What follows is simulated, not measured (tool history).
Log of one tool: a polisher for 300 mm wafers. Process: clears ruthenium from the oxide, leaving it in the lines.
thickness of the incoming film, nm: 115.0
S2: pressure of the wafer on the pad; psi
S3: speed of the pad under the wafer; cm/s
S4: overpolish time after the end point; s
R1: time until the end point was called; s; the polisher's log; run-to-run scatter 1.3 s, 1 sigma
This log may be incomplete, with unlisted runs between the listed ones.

Run 1, day 0.000: flow of slurry (ml/min) 290, S2 2.1 psi, S3 98 cm/s, S4 45 s. Result: R1 98.632 s.
Run 2, day 0.333: flow of slurry (ml/min) 290, S2 2.1 psi, S3 120 cm/s, S4 45 s. Result: R1 81.604 s.
Run 3, day 0.621: flow of slurry (ml/min) 260, S2 2.1 psi, S3 120 cm/s, S4 45 s. Result: R1 80.724 s.
Run 4, day 0.796: flow of slurry (ml/min) 260, S2 2.1 psi, S3 120 cm/s, S4 45 s. Result: R1 81.490 s.
Run 5, day 0.867: flow of slurry (ml/min) 260, S2 2.1 psi, S3 120 cm/s, S4 49 s. Result: R1 85.658 s.
Run 6, day 1.088: flow of slurry (ml/min) 260, S2 2.1 psi, S3 132 cm/s, S4 49 s. Result: R1 76.921 s.

Run 7, settings as shown, results not yet in. Your forecast:
Run 7, day 1.129: flow of slurry (ml/min) 260, S2 2.1 psi, S3 132 cm/s, S4 49 s. Result: R1 ?.

{"run 7": {"R1": 74.372}}
